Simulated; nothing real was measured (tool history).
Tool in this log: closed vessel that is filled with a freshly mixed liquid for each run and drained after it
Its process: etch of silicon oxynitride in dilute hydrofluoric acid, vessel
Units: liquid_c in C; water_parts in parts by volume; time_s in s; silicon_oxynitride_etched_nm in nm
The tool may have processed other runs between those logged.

| run | day | liquid_c | water_parts | time_s | silicon_oxynitride_etched_nm |
|---|---|---|---|---|---|
| 1 | 0.000 | 21.0 | 100 | 205 | 5.0491 |
| 2 | 0.225 | 22.5 | 85 | 205 | 6.5515 |
| 3 | 0.300 | 22.5 | 100 | 205 | 5.5063 |
| 4 | 0.671 | 22.5 | 120 | 205 | 4.4836 |
| 5 | 0.696 | 22.5 | 140 | 205 | 3.7527 |
| 6 | 0.783 | 23.5 | 120 | 205 | 4.7171 |

The next listed run, before its measurement:
| 7 | 0.871 | 24.5 | 105 | 205 | ? |

{"run 7": {"silicon_oxynitride_etched_nm": 5.7358}}
